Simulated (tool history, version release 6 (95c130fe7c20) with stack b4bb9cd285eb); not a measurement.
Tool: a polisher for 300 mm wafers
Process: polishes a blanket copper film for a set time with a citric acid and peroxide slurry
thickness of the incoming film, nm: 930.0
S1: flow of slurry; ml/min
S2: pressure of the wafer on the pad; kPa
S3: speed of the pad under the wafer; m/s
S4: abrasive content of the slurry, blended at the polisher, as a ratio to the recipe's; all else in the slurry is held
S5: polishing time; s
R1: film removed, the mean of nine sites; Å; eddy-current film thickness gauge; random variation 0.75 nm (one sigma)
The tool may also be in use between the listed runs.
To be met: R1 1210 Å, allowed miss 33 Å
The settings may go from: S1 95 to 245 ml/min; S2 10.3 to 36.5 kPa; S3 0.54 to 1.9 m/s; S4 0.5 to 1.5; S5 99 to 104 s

run  hour   S1    S2    S3   S4  S5      R1
  1     0  155  23.4  1.22    1  99    2565
  2   3.2  155  23.4  0.96    1  99    2048
  3  12.2  170  23.4  0.96    1  99  2066.6
  4  19.3  150  23.4  0.96    1  99  2000.4
  5  26.9  150  23.4  0.76    1  99  1620.7
  6  30.3  150  23.4  0.76  0.9  99  1588.7
  7  35.9  140  22.1  0.76  0.9  99  1479.9
  8  41.7  135  21.4  0.76  0.9  99  1418.1
  9  47.1  130  20.7  0.76  0.9  99  1370.2
 10  52.7  125    20  0.76  0.9  99  1309.6
 11  60.3  120    20  0.76  0.9  99  1307.8
 12  61.4  115    20  0.76  0.9  99  1296.2

4 next moves are on the table. One of them brings every result within its allowed miss. Which?
  A  62.5  135  16.5  0.88  0.85   99   ?
  B  62.5   95  20.7  0.72  0.95  104   ?
  C  62.5   95  22.8  0.66  0.95   99   ?
  D  62.5  125  18.6  0.78   0.9  100   ?

move      R1
   A  1266.2
   B  1261.8
   C  1211.6
   D  1265.7
A: nearer than the last run, and not there yet
B: nearer than the last run, and not there yet
C: meets every target
D: nearer than the last run, and not there yet
Answer: C
